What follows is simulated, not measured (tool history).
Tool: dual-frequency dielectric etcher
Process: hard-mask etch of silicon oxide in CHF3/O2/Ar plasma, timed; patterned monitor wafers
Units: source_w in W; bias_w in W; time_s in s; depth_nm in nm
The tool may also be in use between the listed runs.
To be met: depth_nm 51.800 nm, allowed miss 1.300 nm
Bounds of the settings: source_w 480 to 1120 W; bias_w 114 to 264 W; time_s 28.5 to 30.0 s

| run | hour | source_w | bias_w | time_s | depth_nm |
|---|---|---|---|---|---|
| 1 | 0.0 | 800 | 189 | 28.5 | 60.621 |
| 2 | 0.9 | 800 | 209 | 28.5 | 62.623 |
| 3 | 2.9 | 750 | 203 | 28.5 | 61.088 |
| 4 | 6.0 | 750 | 203 | 28.5 | 60.756 |
| 5 | 12.0 | 650 | 203 | 28.5 | 58.002 |
| 6 | 16.6 | 650 | 225 | 28.5 | 60.592 |
| 7 | 23.1 | 620 | 217 | 28.5 | 58.896 |
| 8 | 25.4 | 590 | 211 | 28.5 | 57.466 |
| 9 | 31.0 | 570 | 206 | 28.5 | 56.162 |
| 10 | 32.8 | 550 | 202 | 28.5 | 54.733 |
| 11 | 39.3 | 540 | 200 | 28.5 | 54.555 |
| 12 | 47.3 | 530 | 198 | 28.5 | 53.986 |
| 13 | 56.3 | 520 | 196 | 28.5 | 53.683 |

Which of these 5 next moves meets every target?
| A | 65.3 | 480 | 170 | 28.5 | ? |
| B | 65.3 | 490 | 185 | 28.5 | ? |
| C | 65.3 | 530 | 191 | 29.0 | ? |
| D | 65.3 | 540 | 193 | 29.0 | ? |
| E | 65.3 | 480 | 162 | 29.0 | ? |

| move | depth_nm |
|---|---|
| A | 49.711 |
| B | 51.654 |
| C | 54.494 |
| D | 55.027 |
| E | 49.671 |
A: takes the result that was furthest off past its target
B: meets every target
C: further off than the last run
D: further off than the last run
E: takes the result that was furthest off past its target
The right move is B.

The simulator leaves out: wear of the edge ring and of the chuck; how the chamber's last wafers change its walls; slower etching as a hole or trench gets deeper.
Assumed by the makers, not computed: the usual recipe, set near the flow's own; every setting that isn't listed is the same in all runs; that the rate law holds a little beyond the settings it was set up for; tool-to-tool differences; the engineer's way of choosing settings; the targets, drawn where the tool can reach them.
